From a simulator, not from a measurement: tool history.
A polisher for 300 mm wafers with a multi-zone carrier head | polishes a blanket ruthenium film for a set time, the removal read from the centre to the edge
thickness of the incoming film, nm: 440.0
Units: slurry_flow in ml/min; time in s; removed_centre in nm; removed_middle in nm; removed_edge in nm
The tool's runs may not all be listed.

run 1 hour=0.0 | slurry_flow=200 centre_zone=1.00 middle_zone=1.00 edge_zone=1.00 time=58 | removed_centre=83.274 removed_middle=81.378 removed_edge=80.909
run 2 hour=0.6 | slurry_flow=175 centre_zone=1.00 middle_zone=1.00 edge_zone=1.00 time=58 | removed_centre=80.751 removed_middle=78.567 removed_edge=80.020
run 3 hour=8.7 | slurry_flow=190 centre_zone=1.01 middle_zone=1.01 edge_zone=0.99 time=58 | removed_centre=81.399 removed_middle=81.041 removed_edge=80.364
run 4 hour=15.0 | slurry_flow=190 centre_zone=0.94 middle_zone=1.01 edge_zone=0.99 time=58 | removed_centre=76.267 removed_middle=81.392 removed_edge=81.120
run 5 hour=23.2 | slurry_flow=190 centre_zone=0.94 middle_zone=1.07 edge_zone=0.99 time=58 | removed_centre=77.098 removed_middle=84.035 removed_edge=80.535
run 6 hour=25.3 | slurry_flow=190 centre_zone=0.94 middle_zone=1.16 edge_zone=0.99 time=58 | removed_centre=75.643 removed_middle=90.635 removed_edge=79.931
run 7 hour=34.0 | slurry_flow=195 centre_zone=0.98 middle_zone=1.15 edge_zone=0.99 time=58 | removed_centre=79.500 removed_middle=88.614 removed_edge=80.020
run 8 hour=39.9 | slurry_flow=205 centre_zone=1.01 middle_zone=1.15 edge_zone=0.98 time=58 | removed_centre=83.266 removed_middle=90.179 removed_edge=80.684

The next listed run, before its measurement:
-- hour=46.7 edge zone pressure recalibrated
run 9 hour=46.7 | slurry_flow=210 centre_zone=1.03 middle_zone=1.15 edge_zone=0.97 time=58 | removed_centre=? removed_middle=? removed_edge=?

removed_centre: 86.196 nm
removed_middle: 90.745 nm
removed_edge: 77.188 nm
